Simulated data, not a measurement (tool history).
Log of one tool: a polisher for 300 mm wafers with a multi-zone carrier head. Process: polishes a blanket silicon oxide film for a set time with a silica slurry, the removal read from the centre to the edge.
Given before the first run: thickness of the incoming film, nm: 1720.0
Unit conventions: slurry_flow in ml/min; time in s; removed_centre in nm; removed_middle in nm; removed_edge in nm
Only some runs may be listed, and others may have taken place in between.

Run 1, day 0.000: slurry_flow 175 ml/min, centre_zone 1.00, middle_zone 1.00, edge_zone 1.00, slurry_solids 1.00, time 75 s. Result: removed_centre 169.04 nm, removed_middle 164.59 nm, removed_edge 164.46 nm.
Run 2, day 0.096: slurry_flow 175 ml/min, centre_zone 0.99, middle_zone 0.99, edge_zone 0.99, slurry_solids 0.95, time 73 s. Result: removed_centre 160.42 nm, removed_middle 158.14 nm, removed_edge 157.44 nm.
Run 3, day 0.433: slurry_flow 175 ml/min, centre_zone 0.98, middle_zone 0.98, edge_zone 0.98, slurry_solids 0.90, time 71 s. Result: removed_centre 150.98 nm, removed_middle 147.52 nm, removed_edge 148.35 nm.
Run 4, day 0.621: slurry_flow 175 ml/min, centre_zone 0.98, middle_zone 1.04, edge_zone 0.98, slurry_solids 0.90, time 71 s. Result: removed_centre 149.82 nm, removed_middle 156.68 nm, removed_edge 150.63 nm.
Run 5, day 0.842: slurry_flow 175 ml/min, centre_zone 0.98, middle_zone 1.04, edge_zone 0.92, slurry_solids 0.90, time 71 s. Result: removed_centre 155.09 nm, removed_middle 158.50 nm, removed_edge 144.27 nm.
Run 6, day 0.979: slurry_flow 170 ml/min, centre_zone 0.96, middle_zone 1.02, edge_zone 0.92, slurry_solids 0.85, time 70 s. Result: removed_centre 140.79 nm, removed_middle 146.87 nm, removed_edge 139.00 nm.
Run 7, day 1.062: slurry_flow 170 ml/min, centre_zone 0.95, middle_zone 1.01, edge_zone 0.91, slurry_solids 0.80, time 69 s. Result: removed_centre 135.56 nm, removed_middle 139.23 nm, removed_edge 130.03 nm.
Run 8, day 1.371: slurry_flow 165 ml/min, centre_zone 0.93, middle_zone 0.99, edge_zone 0.90, slurry_solids 0.75, time 69 s. Result: removed_centre 131.43 nm, removed_middle 133.28 nm, removed_edge 129.65 nm.
Run 9, day 1.721: slurry_flow 165 ml/min, centre_zone 0.92, middle_zone 0.99, edge_zone 0.89, slurry_solids 0.70, time 68 s. Result: removed_centre 123.20 nm, removed_middle 129.32 nm, removed_edge 118.19 nm.
Run 10, day 1.750: slurry_flow 160 ml/min, centre_zone 0.91, middle_zone 0.97, edge_zone 0.89, slurry_solids 0.70, time 68 s. Result: removed_centre 120.87 nm, removed_middle 125.18 nm, removed_edge 119.25 nm.
Run 11, day 1.883: slurry_flow 155 ml/min, centre_zone 0.90, middle_zone 0.96, edge_zone 0.89, slurry_solids 0.70, time 68 s. Result: removed_centre 119.06 nm, removed_middle 118.86 nm, removed_edge 123.27 nm.
Run 12, day 1.942: slurry_flow 155 ml/min, centre_zone 0.89, middle_zone 0.96, edge_zone 0.89, slurry_solids 0.65, time 68 s. Result: removed_centre 113.55 nm, removed_middle 122.27 nm, removed_edge 114.42 nm.
Run 13, day 2.138: slurry_flow 150 ml/min, centre_zone 0.89, middle_zone 0.95, edge_zone 0.89, slurry_solids 0.65, time 68 s. Result: removed_centre 113.53 nm, removed_middle 117.94 nm, removed_edge 115.43 nm.

Forecast run 14:
Run 14, day 2.325: slurry_flow 150 ml/min, centre_zone 0.88, middle_zone 0.94, edge_zone 0.89, slurry_solids 0.65, time 68 s. Result: removed_centre ?, removed_middle ?, removed_edge ?.

removed_centre: 113.73 nm
removed_middle: 116.18 nm
removed_edge: 116.94 nm
